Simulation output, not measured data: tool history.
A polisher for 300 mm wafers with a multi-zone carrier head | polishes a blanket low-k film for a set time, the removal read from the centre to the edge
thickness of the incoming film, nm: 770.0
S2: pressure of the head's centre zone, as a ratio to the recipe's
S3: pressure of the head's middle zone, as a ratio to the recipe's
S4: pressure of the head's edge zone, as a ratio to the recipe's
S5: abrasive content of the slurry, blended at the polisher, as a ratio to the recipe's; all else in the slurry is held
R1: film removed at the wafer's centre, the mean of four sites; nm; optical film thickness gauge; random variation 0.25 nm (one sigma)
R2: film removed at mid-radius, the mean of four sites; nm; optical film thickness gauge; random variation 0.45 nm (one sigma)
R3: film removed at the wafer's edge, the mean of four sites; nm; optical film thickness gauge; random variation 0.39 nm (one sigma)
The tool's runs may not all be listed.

run 1 hour=0.0 | flow_of_slurry_(ml/min)=155 S2=1.00 S3=1.00 S4=1.00 S5=1.00 polishing_time_(s)=72 | R1=38.071 R2=37.855 R3=37.727
run 2 hour=4.9 | flow_of_slurry_(ml/min)=135 S2=1.00 S3=1.00 S4=1.00 S5=1.00 polishing_time_(s)=72 | R1=36.521 R2=36.933 R3=37.691
run 3 hour=5.8 | flow_of_slurry_(ml/min)=140 S2=0.99 S3=1.03 S4=1.04 S5=1.05 polishing_time_(s)=72 | R1=37.289 R2=38.869 R3=38.655
run 4 hour=9.9 | flow_of_slurry_(ml/min)=140 S2=0.99 S3=1.11 S4=1.04 S5=1.05 polishing_time_(s)=72 | R1=37.086 R2=41.527 R3=38.509
run 5 hour=14.9 | flow_of_slurry_(ml/min)=175 S2=0.99 S3=1.11 S4=1.04 S5=1.05 polishing_time_(s)=72 | R1=38.811 R2=43.722 R3=39.996
run 6 hour=20.8 | flow_of_slurry_(ml/min)=185 S2=0.98 S3=1.11 S4=1.07 S5=1.05 polishing_time_(s)=72 | R1=38.983 R2=42.823 R3=40.673
-- hour=24.1 slurry nozzle cleaned
run 7 hour=24.1 | flow_of_slurry_(ml/min)=190 S2=0.97 S3=1.12 S4=1.09 S5=1.10 polishing_time_(s)=72 | R1=41.820 R2=46.318 R3=43.106
run 8 hour=30.8 | flow_of_slurry_(ml/min)=190 S2=0.97 S3=1.12 S4=1.09 S5=1.10 polishing_time_(s)=72 | R1=41.152 R2=46.290 R3=42.410

The next listed run, before its measurement:
run 9 hour=32.2 | flow_of_slurry_(ml/min)=185 S2=0.95 S3=1.11 S4=1.11 S5=1.10 polishing_time_(s)=72 | R1=? R2=? R3=?

Run 9 gave R1 40.613 nm, R2 45.478 nm, R3 43.104 nm.

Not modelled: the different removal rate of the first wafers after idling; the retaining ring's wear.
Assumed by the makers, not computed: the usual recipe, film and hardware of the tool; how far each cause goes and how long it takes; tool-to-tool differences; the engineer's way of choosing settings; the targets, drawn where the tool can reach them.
